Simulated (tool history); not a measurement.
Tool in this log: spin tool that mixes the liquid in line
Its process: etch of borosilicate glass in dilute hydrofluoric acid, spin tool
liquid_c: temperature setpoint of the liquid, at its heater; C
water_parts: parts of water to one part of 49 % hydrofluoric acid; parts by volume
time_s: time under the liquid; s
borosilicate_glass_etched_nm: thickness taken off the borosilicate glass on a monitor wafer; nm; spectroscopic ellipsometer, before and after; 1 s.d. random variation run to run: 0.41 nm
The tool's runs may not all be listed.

run,hour,liquid_c,water_parts,time_s,borosilicate_glass_etched_nm
1,0.0,25.0,105,65,19.180
2,3.6,25.0,105,65,19.407
3,7.7,25.0,125,65,15.965
4,15.1,27.0,105,65,21.042
5,16.4,27.0,105,65,20.842
6,25.2,27.0,75,65,30.685
7,30.9,28.5,75,65,32.345
8,34.3,28.5,75,65,32.727
9,38.5,30.0,75,65,34.424
10,41.1,31.0,75,65,35.700
11,45.3,33.0,65,65,45.652
12,47.1,32.5,65,65,44.671

Run 13 has not been measured yet. What should we expect?
13,48.6,32.0,65,65,?

borosilicate_glass_etched_nm: 43.076 nm
